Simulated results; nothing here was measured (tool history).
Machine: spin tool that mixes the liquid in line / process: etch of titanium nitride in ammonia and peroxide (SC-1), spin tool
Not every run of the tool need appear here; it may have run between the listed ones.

run	hour	temperature setpoint of the liquid (C)	parts of water to one part of 30 % peroxide (parts by volume)	parts of 29 % ammonia solution to one part of 30 % peroxide (parts by volume)	time under the liquid (s)	thickness taken off the titanium nitride on a monitor wafer (angstrom)
1	0	49	8	0.4	170	86.021
2	5.4	49	7	0.4	170	90.97
3	11	51.5	7	0.4	170	109.76
4	18.4	53	7	0.4	170	119.85
5	22.7	53	9	0.4	170	106.53
6	23.5	55	9	0.4	170	122.54
7	27.8	56	9	0.4	170	130.77

What will run 8 give?
8	29.1	60.5	9	0.4	170	?

Run 8 gave thickness taken off the titanium nitride on a monitor wafer (angstrom) 173.84.
